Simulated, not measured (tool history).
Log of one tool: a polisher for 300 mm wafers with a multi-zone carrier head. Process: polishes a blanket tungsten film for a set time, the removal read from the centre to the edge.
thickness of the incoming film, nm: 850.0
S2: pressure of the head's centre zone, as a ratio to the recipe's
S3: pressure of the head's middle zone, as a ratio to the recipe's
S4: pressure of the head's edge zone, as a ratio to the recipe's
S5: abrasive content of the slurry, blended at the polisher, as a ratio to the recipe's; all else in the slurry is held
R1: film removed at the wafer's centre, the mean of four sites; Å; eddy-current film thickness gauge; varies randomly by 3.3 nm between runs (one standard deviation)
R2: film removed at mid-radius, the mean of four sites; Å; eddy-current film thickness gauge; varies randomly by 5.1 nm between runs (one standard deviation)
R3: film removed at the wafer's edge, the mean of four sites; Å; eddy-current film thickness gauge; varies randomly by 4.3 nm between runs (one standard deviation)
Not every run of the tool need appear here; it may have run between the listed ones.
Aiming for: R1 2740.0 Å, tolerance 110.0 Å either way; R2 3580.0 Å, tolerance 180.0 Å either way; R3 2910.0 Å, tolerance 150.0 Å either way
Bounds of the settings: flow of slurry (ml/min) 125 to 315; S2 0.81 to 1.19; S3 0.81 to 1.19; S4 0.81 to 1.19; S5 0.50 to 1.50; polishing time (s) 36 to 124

run 1 hour=0.0 | flow_of_slurry_(ml/min)=205 S2=1.00 S3=1.00 S4=1.00 S5=1.00 polishing_time_(s)=79 | R1=3198.2 R2=3150.2 R3=3042.3
run 2 hour=1.4 | flow_of_slurry_(ml/min)=205 S2=1.00 S3=0.96 S4=1.00 S5=1.00 polishing_time_(s)=79 | R1=3158.4 R2=3040.4 R3=3136.4
run 3 hour=6.5 | flow_of_slurry_(ml/min)=200 S2=0.96 S3=0.99 S4=1.00 S5=1.00 polishing_time_(s)=79 | R1=3109.2 R2=3095.8 R3=3087.6
run 4 hour=9.4 | flow_of_slurry_(ml/min)=200 S2=0.96 S3=0.99 S4=1.00 S5=1.15 polishing_time_(s)=79 | R1=3158.6 R2=3245.5 R3=3173.6
run 5 hour=13.7 | flow_of_slurry_(ml/min)=195 S2=0.93 S3=1.02 S4=1.00 S5=1.15 polishing_time_(s)=78 | R1=2974.4 R2=3286.7 R3=3154.6
run 6 hour=20.3 | flow_of_slurry_(ml/min)=195 S2=0.93 S3=1.02 S4=1.00 S5=1.15 polishing_time_(s)=64 | R1=2444.3 R2=2664.1 R3=2568.8
run 7 hour=27.5 | flow_of_slurry_(ml/min)=200 S2=0.93 S3=1.05 S4=1.01 S5=1.20 polishing_time_(s)=65 | R1=2554.8 R2=2820.3 R3=2599.2
run 8 hour=32.0 | flow_of_slurry_(ml/min)=200 S2=0.91 S3=1.07 S4=1.01 S5=1.25 polishing_time_(s)=66 | R1=2549.4 R2=2868.0 R3=2770.9
run 9 hour=34.9 | flow_of_slurry_(ml/min)=190 S2=0.91 S3=1.10 S4=0.97 S5=1.30 polishing_time_(s)=68 | R1=2644.9 R2=3206.1 R3=2743.9

Next run, 4 choices. One meets every target within its allowed miss, the rest don't. Which?
run A hour=37.8 | flow_of_slurry_(ml/min)=255 S2=0.89 S3=1.19 S4=0.99 S5=1.00 polishing_time_(s)=74 | R1=? R2=? R3=?
run B hour=37.8 | flow_of_slurry_(ml/min)=240 S2=0.81 S3=1.00 S4=1.10 S5=1.20 polishing_time_(s)=73 | R1=? R2=? R3=?
run C hour=37.8 | flow_of_slurry_(ml/min)=180 S2=0.81 S3=1.01 S4=1.01 S5=1.35 polishing_time_(s)=69 | R1=? R2=? R3=?
run D hour=37.8 | flow_of_slurry_(ml/min)=180 S2=0.96 S3=1.04 S4=0.94 S5=1.50 polishing_time_(s)=66 | R1=? R2=? R3=?

move=A R1=2780.3 R2=3465.6 R3=2887.5
move=B R1=2575.6 R2=3049.2 R3=3113.9
move=C R1=2418.0 R2=2896.8 R3=2835.2
move=D R1=2812.6 R2=2907.5 R3=2685.0
A: every result within its allowed miss
B: its largest miss is bigger than the last run's
C: its largest miss is bigger than the last run's
D: its largest miss is bigger than the last run's
A is the move that brings every result within its allowed miss.
